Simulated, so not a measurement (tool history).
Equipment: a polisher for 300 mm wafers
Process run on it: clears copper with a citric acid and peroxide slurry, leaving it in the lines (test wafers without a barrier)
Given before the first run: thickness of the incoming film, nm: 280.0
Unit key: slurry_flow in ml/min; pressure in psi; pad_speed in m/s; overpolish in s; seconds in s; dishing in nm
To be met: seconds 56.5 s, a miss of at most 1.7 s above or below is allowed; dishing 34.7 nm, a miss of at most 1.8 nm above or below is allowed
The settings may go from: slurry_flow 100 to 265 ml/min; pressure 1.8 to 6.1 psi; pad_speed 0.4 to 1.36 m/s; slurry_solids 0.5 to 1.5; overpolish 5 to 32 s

{"run": 1, "hour": 0.0, "slurry_flow": 170, "pressure": 3.9, "pad_speed": 0.88, "slurry_solids": 1, "overpolish": 16, "seconds": 96.02, "dishing": 30.225}
{"run": 2, "hour": 5.6, "slurry_flow": 200, "pressure": 3.9, "pad_speed": 0.88, "slurry_solids": 1, "overpolish": 16, "seconds": 94.06, "dishing": 30.662}
{"run": 3, "hour": 11.9, "slurry_flow": 245, "pressure": 3.9, "pad_speed": 0.88, "slurry_solids": 1, "overpolish": 16, "seconds": 91.697, "dishing": 30.923}
{"run": 4, "hour": 13.4, "slurry_flow": 245, "pressure": 4.5, "pad_speed": 0.88, "slurry_solids": 1, "overpolish": 14, "seconds": 80.193, "dishing": 31.577}
{"run": 5, "hour": 17.9, "slurry_flow": 245, "pressure": 5, "pad_speed": 0.88, "slurry_solids": 1, "overpolish": 13, "seconds": 71.434, "dishing": 32.473}
{"run": 6, "hour": 26.8, "slurry_flow": 245, "pressure": 5.3, "pad_speed": 0.88, "slurry_solids": 1, "overpolish": 12, "seconds": 69.288, "dishing": 32.259}
{"run": 7, "hour": 34.4, "slurry_flow": 245, "pressure": 5.6, "pad_speed": 0.9, "slurry_solids": 1, "overpolish": 11, "seconds": 63.773, "dishing": 31.533}
{"run": 8, "hour": 38.7, "slurry_flow": 245, "pressure": 5.8, "pad_speed": 0.9, "slurry_solids": 1, "overpolish": 11, "seconds": 62.248, "dishing": 33.185}
{"run": 9, "hour": 47.6, "slurry_flow": 250, "pressure": 5.9, "pad_speed": 0.92, "slurry_solids": 1, "overpolish": 11, "seconds": 58.612, "dishing": 33.652}
{"run": 10, "hour": 50.2, "slurry_flow": 250, "pressure": 6, "pad_speed": 0.92, "slurry_solids": 1, "overpolish": 11, "seconds": 58.501, "dishing": 33.179}

Exercise: of the 4 proposed moves below, exactly one satisfies all targets within the stated allowed misses. Which move is it?
{"run": "A", "hour": 52.8, "slurry_flow": 185, "pressure": 6, "pad_speed": 0.84, "slurry_solids": 1.25, "overpolish": 13, "seconds": "?", "dishing": "?"}
{"run": "B", "hour": 52.8, "slurry_flow": 255, "pressure": 6, "pad_speed": 0.98, "slurry_solids": 0.95, "overpolish": 11, "seconds": "?", "dishing": "?"}
{"run": "C", "hour": 52.8, "slurry_flow": 265, "pressure": 5.2, "pad_speed": 0.96, "slurry_solids": 1.2, "overpolish": 13, "seconds": "?", "dishing": "?"}
{"run": "D", "hour": 52.8, "slurry_flow": 255, "pressure": 5.9, "pad_speed": 0.92, "slurry_solids": 0.95, "overpolish": 12, "seconds": "?", "dishing": "?"}

move=A seconds=61.772 dishing=37.22
move=B seconds=55.801 dishing=35.349
move=C seconds=61.901 dishing=36.937
move=D seconds=59.748 dishing=35.855
A: further off than the last run
B: all results in spec
C: further off than the last run
D: further off than the last run
B meets every target.

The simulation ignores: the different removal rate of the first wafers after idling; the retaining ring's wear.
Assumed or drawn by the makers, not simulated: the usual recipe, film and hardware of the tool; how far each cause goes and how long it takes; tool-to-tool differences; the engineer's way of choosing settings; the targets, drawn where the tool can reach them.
